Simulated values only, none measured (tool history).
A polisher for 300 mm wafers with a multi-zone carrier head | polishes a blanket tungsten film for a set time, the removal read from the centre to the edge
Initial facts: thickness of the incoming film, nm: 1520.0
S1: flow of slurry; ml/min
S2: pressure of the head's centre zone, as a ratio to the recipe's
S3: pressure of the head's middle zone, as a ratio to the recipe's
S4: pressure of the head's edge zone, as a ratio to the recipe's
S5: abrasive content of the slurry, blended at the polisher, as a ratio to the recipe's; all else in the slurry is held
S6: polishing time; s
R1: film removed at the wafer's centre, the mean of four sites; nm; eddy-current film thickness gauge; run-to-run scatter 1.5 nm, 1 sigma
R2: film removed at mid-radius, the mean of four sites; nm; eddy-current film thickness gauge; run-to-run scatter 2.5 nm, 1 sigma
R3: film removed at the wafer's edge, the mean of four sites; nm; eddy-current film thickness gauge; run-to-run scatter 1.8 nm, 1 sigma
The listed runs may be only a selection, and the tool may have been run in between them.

run	day	S1	S2	S3	S4	S5	S6	R1	R2	R3
1	0.000	195	1.00	1.00	1.00	1.00	61	183.79	183.93	185.44
2	0.333	195	1.00	1.00	0.93	1.00	61	183.34	183.59	180.16
3	0.654	215	1.03	1.06	0.99	1.15	61	198.51	201.67	192.62
4	0.938	215	1.03	0.99	0.99	1.15	61	196.53	190.70	193.48
5	1.054	235	1.05	1.05	1.01	1.25	61	208.85	210.35	202.97
6	1.392	235	1.05	1.05	1.01	1.35	61	212.93	210.01	202.23

Estimate the outcome of run 7 from the log above:
7	1.525	255	1.07	1.09	1.04	1.35	61	?	?	?

{"run 7": {"R1": 217.11, "R2": 219.81, "R3": 206.1}}
